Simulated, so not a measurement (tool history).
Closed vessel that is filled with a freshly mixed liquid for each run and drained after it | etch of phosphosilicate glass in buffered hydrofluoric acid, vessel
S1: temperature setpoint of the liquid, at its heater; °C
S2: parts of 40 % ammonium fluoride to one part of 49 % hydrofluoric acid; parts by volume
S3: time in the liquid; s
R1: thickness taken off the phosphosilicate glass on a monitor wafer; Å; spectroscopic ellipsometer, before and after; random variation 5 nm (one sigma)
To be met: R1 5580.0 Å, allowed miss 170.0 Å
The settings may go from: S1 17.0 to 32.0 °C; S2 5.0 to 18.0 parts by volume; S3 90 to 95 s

{"run": 1, "day": 0.0, "S1": 24.0, "S2": 11.0, "S3": 90, "R1": 8864.6}
{"run": 2, "day": 0.288, "S1": 22.0, "S2": 11.5, "S3": 90, "R1": 7591.3}
{"run": 3, "day": 0.362, "S1": 20.5, "S2": 11.5, "S3": 90, "R1": 7008.7}
{"run": 4, "day": 0.7, "S1": 18.5, "S2": 11.5, "S3": 90, "R1": 6287.1}
{"run": 5, "day": 1.083, "S1": 18.5, "S2": 8.5, "S3": 90, "R1": 8235.3}
{"run": 6, "day": 1.446, "S1": 17.0, "S2": 8.5, "S3": 90, "R1": 7658.4}
{"run": 7, "day": 1.767, "S1": 17.0, "S2": 9.5, "S3": 90, "R1": 6806.4}
{"run": 8, "day": 2.1, "S1": 17.0, "S2": 10.0, "S3": 90, "R1": 6715.3}
{"run": 9, "day": 2.333, "S1": 17.0, "S2": 13.0, "S3": 90, "R1": 5080.6}

Which of these 5 next moves meets every target?
{"run": "A", "day": 2.567, "S1": 17.0, "S2": 13.5, "S3": 95, "R1": "?"}
{"run": "B", "day": 2.567, "S1": 17.0, "S2": 12.5, "S3": 95, "R1": "?"}
{"run": "C", "day": 2.567, "S1": 17.0, "S2": 11.0, "S3": 90, "R1": "?"}
{"run": "D", "day": 2.567, "S1": 17.0, "S2": 12.5, "S3": 90, "R1": "?"}
{"run": "E", "day": 2.567, "S1": 17.0, "S2": 14.5, "S3": 90, "R1": "?"}

move=A R1=5142.1
move=B R1=5545.3
move=C R1=5953.2
move=D R1=5253.5
move=E R1=4541.1
A: nearer than the last run, and not there yet
B: meets every target
C: takes the result that was furthest off past its target
D: nearer than the last run, and not there yet
E: further off than the last run
Answer: B
